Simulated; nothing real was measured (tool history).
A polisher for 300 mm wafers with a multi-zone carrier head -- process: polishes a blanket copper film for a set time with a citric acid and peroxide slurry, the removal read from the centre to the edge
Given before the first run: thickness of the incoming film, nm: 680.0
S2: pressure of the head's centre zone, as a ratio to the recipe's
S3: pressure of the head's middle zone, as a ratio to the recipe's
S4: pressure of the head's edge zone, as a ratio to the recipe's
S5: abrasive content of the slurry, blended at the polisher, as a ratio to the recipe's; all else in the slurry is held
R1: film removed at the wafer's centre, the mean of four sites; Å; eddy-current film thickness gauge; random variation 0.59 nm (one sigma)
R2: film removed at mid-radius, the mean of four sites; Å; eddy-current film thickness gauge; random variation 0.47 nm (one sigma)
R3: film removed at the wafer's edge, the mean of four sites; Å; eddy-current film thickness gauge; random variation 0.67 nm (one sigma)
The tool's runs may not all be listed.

{"run": 1, "day": 0.0, "flow of slurry (ml/min)": 215, "S2": 1, "S3": 1, "S4": 1, "S5": 1, "polishing time (s)": 50, "R1": 1127.1, "R2": 1159.2, "R3": 1164.5}
{"run": 2, "day": 0.1, "flow of slurry (ml/min)": 210, "S2": 0.97, "S3": 1.01, "S4": 0.96, "S5": 0.9, "polishing time (s)": 45, "R1": 982, "R2": 1018.9, "R3": 1013.9}
{"run": 3, "day": 0.212, "flow of slurry (ml/min)": 210, "S2": 0.97, "S3": 1.01, "S4": 1.03, "S5": 0.9, "polishing time (s)": 45, "R1": 968.31, "R2": 1011.9, "R3": 1050}
{"run": 4, "day": 0.471, "flow of slurry (ml/min)": 205, "S2": 0.94, "S3": 1.04, "S4": 0.99, "S5": 0.8, "polishing time (s)": 40, "R1": 816.6, "R2": 906.33, "R3": 907.79}
{"run": 5, "day": 0.696, "flow of slurry (ml/min)": 205, "S2": 0.94, "S3": 0.98, "S4": 0.99, "S5": 0.8, "polishing time (s)": 40, "R1": 801.3, "R2": 869.13, "R3": 895.11}
{"run": 6, "day": 0.883, "flow of slurry (ml/min)": 205, "S2": 0.94, "S3": 0.98, "S4": 1.05, "S5": 0.8, "polishing time (s)": 40, "R1": 826.71, "R2": 857.56, "R3": 906.14}

Run 7 is up next; what results do you expect?
{"run": 7, "day": 0.962, "flow of slurry (ml/min)": 215, "S2": 0.93, "S3": 1.01, "S4": 0.99, "S5": 0.75, "polishing time (s)": 36, "R1": "?", "R2": "?", "R3": "?"}

{"run 7": {"R1": 713.55, "R2": 788.38, "R3": 807.49}}

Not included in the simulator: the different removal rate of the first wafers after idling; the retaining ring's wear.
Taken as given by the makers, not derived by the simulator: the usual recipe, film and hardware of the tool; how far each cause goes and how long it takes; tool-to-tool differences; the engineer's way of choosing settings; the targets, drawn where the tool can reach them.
